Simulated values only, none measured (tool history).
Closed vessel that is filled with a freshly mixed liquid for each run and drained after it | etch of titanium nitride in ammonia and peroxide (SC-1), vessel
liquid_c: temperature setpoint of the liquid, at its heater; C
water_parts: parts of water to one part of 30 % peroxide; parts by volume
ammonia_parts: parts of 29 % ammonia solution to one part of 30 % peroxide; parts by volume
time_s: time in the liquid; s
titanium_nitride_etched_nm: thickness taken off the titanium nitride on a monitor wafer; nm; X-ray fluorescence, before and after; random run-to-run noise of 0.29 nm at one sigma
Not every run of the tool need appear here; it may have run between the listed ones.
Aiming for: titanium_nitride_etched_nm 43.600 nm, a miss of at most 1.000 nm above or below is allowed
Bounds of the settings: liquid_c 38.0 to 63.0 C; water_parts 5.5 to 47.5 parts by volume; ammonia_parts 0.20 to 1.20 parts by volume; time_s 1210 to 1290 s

{"run": 1, "day": 0.0, "liquid_c": 47.0, "water_parts": 26.5, "ammonia_parts": 0.7, "time_s": 1210, "titanium_nitride_etched_nm": 38.983}
{"run": 2, "day": 0.35, "liquid_c": 47.5, "water_parts": 26.5, "ammonia_parts": 0.7, "time_s": 1210, "titanium_nitride_etched_nm": 40.555}
{"run": 3, "day": 0.725, "liquid_c": 53.0, "water_parts": 26.5, "ammonia_parts": 0.7, "time_s": 1210, "titanium_nitride_etched_nm": 59.072}
{"run": 4, "day": 0.888, "liquid_c": 53.0, "water_parts": 22.0, "ammonia_parts": 0.7, "time_s": 1210, "titanium_nitride_etched_nm": 65.915}
{"run": 5, "day": 1.2, "liquid_c": 52.0, "water_parts": 22.0, "ammonia_parts": 0.7, "time_s": 1210, "titanium_nitride_etched_nm": 61.981}
{"run": 6, "day": 1.5, "liquid_c": 51.0, "water_parts": 22.0, "ammonia_parts": 0.7, "time_s": 1210, "titanium_nitride_etched_nm": 57.804}
{"run": 7, "day": 1.862, "liquid_c": 50.0, "water_parts": 22.0, "ammonia_parts": 0.7, "time_s": 1210, "titanium_nitride_etched_nm": 53.901}
{"run": 8, "day": 2.233, "liquid_c": 49.5, "water_parts": 22.0, "ammonia_parts": 0.7, "time_s": 1210, "titanium_nitride_etched_nm": 52.266}
{"run": 9, "day": 2.438, "liquid_c": 49.0, "water_parts": 22.0, "ammonia_parts": 0.7, "time_s": 1210, "titanium_nitride_etched_nm": 50.296}
{"run": 10, "day": 2.492, "liquid_c": 48.5, "water_parts": 22.0, "ammonia_parts": 0.7, "time_s": 1210, "titanium_nitride_etched_nm": 48.762}
{"run": 11, "day": 2.779, "liquid_c": 48.0, "water_parts": 22.0, "ammonia_parts": 0.7, "time_s": 1210, "titanium_nitride_etched_nm": 46.862}
{"run": 12, "day": 3.033, "liquid_c": 47.5, "water_parts": 22.0, "ammonia_parts": 0.7, "time_s": 1210, "titanium_nitride_etched_nm": 45.19}

Below are 5 possible settings for the next run. Only one of them brings all results inside the allowed miss of their targets. Which is it?
{"run": "A", "day": 3.288, "liquid_c": 45.5, "water_parts": 21.5, "ammonia_parts": 0.7, "time_s": 1265, "titanium_nitride_etched_nm": "?"}
{"run": "B", "day": 3.288, "liquid_c": 47.0, "water_parts": 23.5, "ammonia_parts": 0.9, "time_s": 1210, "titanium_nitride_etched_nm": "?"}
{"run": "C", "day": 3.288, "liquid_c": 45.0, "water_parts": 16.0, "ammonia_parts": 0.75, "time_s": 1220, "titanium_nitride_etched_nm": "?"}
{"run": "D", "day": 3.288, "liquid_c": 49.5, "water_parts": 25.0, "ammonia_parts": 0.65, "time_s": 1240, "titanium_nitride_etched_nm": "?"}
{"run": "E", "day": 3.288, "liquid_c": 48.0, "water_parts": 25.5, "ammonia_parts": 0.55, "time_s": 1225, "titanium_nitride_etched_nm": "?"}

move=A titanium_nitride_etched_nm=41.234
move=B titanium_nitride_etched_nm=43.715
move=C titanium_nitride_etched_nm=45.678
move=D titanium_nitride_etched_nm=48.637
move=E titanium_nitride_etched_nm=41.452
A: carries the result that was furthest off beyond its target, to the other side
B: each result inside its tolerance
C: lands further from the targets than the last run did
D: lands further from the targets than the last run did
E: carries the result that was furthest off beyond its target, to the other side
Go with B: it meets all targets.
